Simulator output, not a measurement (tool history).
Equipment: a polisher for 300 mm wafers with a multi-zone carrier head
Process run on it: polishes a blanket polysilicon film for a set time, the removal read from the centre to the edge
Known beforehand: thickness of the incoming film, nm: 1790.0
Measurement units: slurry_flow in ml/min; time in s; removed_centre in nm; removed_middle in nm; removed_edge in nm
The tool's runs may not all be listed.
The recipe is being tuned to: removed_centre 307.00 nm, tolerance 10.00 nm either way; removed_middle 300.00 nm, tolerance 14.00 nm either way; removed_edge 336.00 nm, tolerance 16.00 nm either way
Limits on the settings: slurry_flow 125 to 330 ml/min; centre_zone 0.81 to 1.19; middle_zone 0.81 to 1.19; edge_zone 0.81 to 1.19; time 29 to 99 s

| run | day | slurry_flow | centre_zone | middle_zone | edge_zone | time | removed_centre | removed_middle | removed_edge |
|---|---|---|---|---|---|---|---|---|---|
| 1 | 0.000 | 210 | 1.00 | 1.00 | 1.00 | 64 | 545.52 | 543.61 | 557.45 |
| 2 | 0.208 | 210 | 1.00 | 0.92 | 1.00 | 64 | 545.02 | 512.94 | 560.15 |
| 3 | 0.350 | 205 | 0.99 | 0.91 | 0.99 | 61 | 513.86 | 476.15 | 520.85 |
| 4 | 0.721 | 205 | 0.99 | 0.91 | 0.99 | 77 | 647.71 | 590.81 | 664.63 |
| 5 | 0.896 | 205 | 0.99 | 0.91 | 1.05 | 77 | 653.16 | 597.20 | 680.93 |
| 6 | 1.158 | 200 | 0.98 | 0.90 | 1.04 | 72 | 597.83 | 550.56 | 625.89 |
| 7 | 1.367 | 195 | 0.97 | 0.89 | 1.03 | 68 | 551.65 | 525.75 | 592.86 |
| 8 | 1.396 | 195 | 0.97 | 0.88 | 1.03 | 64 | 519.88 | 479.15 | 554.18 |
| 9 | 1.500 | 195 | 0.96 | 0.88 | 1.02 | 61 | 486.15 | 466.35 | 532.54 |
| 10 | 1.654 | 195 | 0.96 | 0.87 | 1.01 | 58 | 464.73 | 435.29 | 505.99 |
| 11 | 1.875 | 195 | 0.96 | 0.87 | 1.00 | 55 | 440.61 | 411.51 | 471.62 |
| 12 | 2.138 | 195 | 0.95 | 0.87 | 0.98 | 53 | 426.79 | 401.32 | 452.70 |
| 13 | 2.496 | 190 | 0.94 | 0.86 | 0.97 | 52 | 417.63 | 388.99 | 444.17 |
| 14 | 2.567 | 190 | 0.94 | 0.86 | 0.97 | 52 | 413.05 | 388.60 | 450.71 |
| 15 | 2.646 | 190 | 0.94 | 0.86 | 0.96 | 50 | 391.12 | 376.31 | 420.89 |
| 16 | 2.746 | 185 | 0.94 | 0.85 | 0.95 | 49 | 385.22 | 358.71 | 397.42 |
| 17 | 3.008 | 180 | 0.93 | 0.85 | 0.95 | 48 | 367.49 | 348.99 | 401.86 |
| 18 | 3.325 | 175 | 0.93 | 0.85 | 0.94 | 48 | 368.60 | 338.08 | 393.62 |
| 19 | 3.600 | 175 | 0.92 | 0.86 | 0.93 | 48 | 363.06 | 349.70 | 380.94 |
| 20 | 3.754 | 170 | 0.91 | 0.85 | 0.93 | 48 | 361.81 | 350.98 | 396.75 |
| 21 | 3.958 | 165 | 0.91 | 0.85 | 0.92 | 47 | 344.87 | 332.55 | 373.89 |
| 22 | 4.300 | 160 | 0.91 | 0.85 | 0.91 | 47 | 344.21 | 336.12 | 377.08 |
| 23 | 4.558 | 160 | 0.91 | 0.85 | 0.90 | 47 | 345.40 | 336.64 | 380.39 |
| 24 | 4.792 | 160 | 0.91 | 0.85 | 0.89 | 46 | 339.96 | 323.95 | 361.01 |
| 25 | 4.867 | 155 | 0.91 | 0.85 | 0.88 | 46 | 329.48 | 324.51 | 358.61 |
| 26 | 4.896 | 155 | 0.91 | 0.85 | 0.87 | 46 | 339.54 | 335.01 | 355.40 |

5 candidate next runs follow, results not yet known. Just one meets every target within its allowed miss. Identify it.
| A | 4.925 | 130 | 0.92 | 0.81 | 0.93 | 42 | ? | ? | ? |
| B | 4.925 | 215 | 1.06 | 0.88 | 0.84 | 46 | ? | ? | ? |
| C | 4.925 | 180 | 0.84 | 0.99 | 0.81 | 40 | ? | ? | ? |
| D | 4.925 | 190 | 0.93 | 0.89 | 0.81 | 39 | ? | ? | ? |
| E | 4.925 | 175 | 0.89 | 0.86 | 0.86 | 42 | ? | ? | ? |

| move | removed_centre | removed_middle | removed_edge |
|---|---|---|---|
| A | 298.58 | 269.56 | 327.72 |
| B | 423.00 | 349.30 | 368.13 |
| C | 281.88 | 325.99 | 307.97 |
| D | 307.58 | 293.40 | 302.75 |
| E | 311.65 | 302.74 | 331.38 |
A: corrects the largest miss of the last run, while another result sits out of spec
B: lands further from the targets than the last run did
C: pushes the last run's worst result past its target
D: corrects the largest miss of the last run, while another result sits out of spec
E: in spec on every target
Correct choice: E, which meets every target

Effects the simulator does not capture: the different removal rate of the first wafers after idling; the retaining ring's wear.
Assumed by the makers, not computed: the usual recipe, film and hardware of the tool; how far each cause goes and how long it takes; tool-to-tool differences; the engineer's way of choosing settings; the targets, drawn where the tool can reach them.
